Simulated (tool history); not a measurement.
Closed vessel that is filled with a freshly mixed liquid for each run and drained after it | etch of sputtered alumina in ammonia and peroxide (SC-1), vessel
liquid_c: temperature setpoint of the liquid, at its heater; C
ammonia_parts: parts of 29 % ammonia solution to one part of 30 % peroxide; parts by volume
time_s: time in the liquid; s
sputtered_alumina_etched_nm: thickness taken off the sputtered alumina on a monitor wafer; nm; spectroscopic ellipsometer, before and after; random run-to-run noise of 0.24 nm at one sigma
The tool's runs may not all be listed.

run	hour	liquid_c	ammonia_parts	time_s	sputtered_alumina_etched_nm
1	0.0	62.0	0.60	645	48.393
2	5.5	62.0	0.60	645	48.645
3	7.3	56.0	0.60	645	35.671
4	15.2	61.0	0.60	645	46.500
5	18.7	61.0	0.70	645	47.275
6	23.4	61.0	0.55	645	45.878
7	31.4	53.0	0.50	645	29.927

Estimate the outcome of run 8 from the log above:
8	36.8	48.5	0.50	645	?

For run 8 the tool returned sputtered_alumina_etched_nm 23.933 nm.
